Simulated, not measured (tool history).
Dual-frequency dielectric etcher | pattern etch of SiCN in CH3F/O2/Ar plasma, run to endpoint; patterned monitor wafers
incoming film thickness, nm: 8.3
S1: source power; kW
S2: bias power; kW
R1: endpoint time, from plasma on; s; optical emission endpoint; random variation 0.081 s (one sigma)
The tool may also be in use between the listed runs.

{"run": 1, "hour": 0.0, "S1": 0.51, "S2": 0.069, "R1": 21.52}
{"run": 2, "hour": 8.4, "S1": 0.51, "S2": 0.061, "R1": 22.424}
{"run": 3, "hour": 10.4, "S1": 0.51, "S2": 0.051, "R1": 24.025}
{"run": 4, "hour": 15.0, "S1": 0.51, "S2": 0.043, "R1": 25.54}
{"run": 5, "hour": 17.8, "S1": 0.44, "S2": 0.043, "R1": 26.557}
{"run": 6, "hour": 23.4, "S1": 0.44, "S2": 0.042, "R1": 26.766}
{"run": 7, "hour": 32.1, "S1": 0.49, "S2": 0.043, "R1": 25.728}
{"run": 8, "hour": 36.7, "S1": 0.52, "S2": 0.044, "R1": 25.054}
{"run": 9, "hour": 38.8, "S1": 0.52, "S2": 0.044, "R1": 24.974}
{"run": 10, "hour": 39.8, "S1": 0.54, "S2": 0.045, "R1": 24.629}

The next listed run, before its measurement:
{"run": 11, "hour": 45.1, "S1": 0.56, "S2": 0.046, "R1": "?"}

R1: 24.194 s
